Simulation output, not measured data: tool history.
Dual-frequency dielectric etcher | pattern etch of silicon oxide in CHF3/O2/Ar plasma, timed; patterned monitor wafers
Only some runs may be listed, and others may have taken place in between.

run  hour  source power (W)  bias power (W)  etch time (s)  mean etch depth across the wafer (nm)
  1   0.0               800             165          662.0                                 1338.1
  2   2.3               830             165          662.0                                 1360.9
  3  10.2               850             165          662.0                                 1363.2
  4  13.2               850             165          690.5                                 1427.0
  5  14.9               850             165          662.0                                 1364.8
  6  18.4               870             165          662.0                                 1378.3
  7  24.8               890             165          662.0                                 1387.8
  8  27.8               910             165          662.0                                 1404.6
  9  28.8               920             165          662.0                                 1408.6

Run 10 comes next. What will it give?
 10  30.2               930             165          662.0                                      ?

Logged for run 10: mean etch depth across the wafer (nm) 1411.7.
